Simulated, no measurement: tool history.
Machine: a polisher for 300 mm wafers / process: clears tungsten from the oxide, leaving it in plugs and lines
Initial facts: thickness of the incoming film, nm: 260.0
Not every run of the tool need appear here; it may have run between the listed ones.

run	day	flow of slurry (ml/min)	pressure of the wafer on the pad (psi)	speed of the pad under the wafer (cm/s)	abrasive content of the slurry	overpolish time after the end point (s)	time until the end point was called (s)
1	0	265	2.4	112	1	8	85.193
2	0.15	265	2.4	112	0.9	8	84.72
3	0.338	265	2.6	114	0.9	8	81.456
4	0.629	265	2.8	118	0.9	8	69.12
5	0.754	235	2.8	118	0.9	8	71.253
6	1.079	235	2.9	118	0.9	8	69.305

What does the tool deliver on the next run?
7	1.146	235	3	118	0.9	8	?

{"run 7": {"time until the end point was called (s)": 66.251}}
